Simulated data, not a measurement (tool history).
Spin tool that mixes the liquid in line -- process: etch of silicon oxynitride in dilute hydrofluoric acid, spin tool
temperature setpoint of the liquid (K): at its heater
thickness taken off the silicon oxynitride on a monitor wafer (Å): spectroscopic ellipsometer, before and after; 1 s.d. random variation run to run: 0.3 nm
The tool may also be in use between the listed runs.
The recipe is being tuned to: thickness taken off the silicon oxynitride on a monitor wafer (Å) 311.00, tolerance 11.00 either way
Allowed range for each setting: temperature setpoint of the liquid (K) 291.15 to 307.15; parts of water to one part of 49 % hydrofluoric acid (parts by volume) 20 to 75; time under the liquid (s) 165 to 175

| run | hour | temperature setpoint of the liquid (K) | parts of water to one part of 49 % hydrofluoric acid (parts by volume) | time under the liquid (s) | thickness taken off the silicon oxynitride on a monitor wafer (Å) |
|---|---|---|---|---|---|
| 1 | 0.0 | 299.15 | 45 | 165 | 212.46 |
| 2 | 8.7 | 299.15 | 45 | 165 | 210.48 |
| 3 | 16.7 | 300.65 | 45 | 165 | 227.71 |
| 4 | 19.8 | 302.15 | 45 | 165 | 239.07 |
| 5 | 21.1 | 304.15 | 45 | 165 | 266.00 |
| 6 | 25.7 | 304.15 | 45 | 175 | 280.97 |
| 7 | 27.4 | 304.15 | 45 | 175 | 278.00 |
| 8 | 30.2 | 304.65 | 45 | 175 | 291.14 |
| 9 | 33.7 | 305.15 | 45 | 175 | 296.89 |

4 next moves are on the table. One of them brings every result within its allowed miss. Which?
| A | 37.2 | 306.15 | 45 | 175 | ? |
| B | 37.2 | 303.15 | 40 | 165 | ? |
| C | 37.2 | 301.65 | 40 | 165 | ? |
| D | 37.2 | 302.15 | 40 | 175 | ? |

| move | thickness taken off the silicon oxynitride on a monitor wafer (Å) |
|---|---|
| A | 311.21 |
| B | 288.80 |
| C | 269.05 |
| D | 292.20 |
A: in spec on every target
B: the biggest miss grows against the last run
C: the biggest miss grows against the last run
D: the biggest miss grows against the last run
A meets every target.
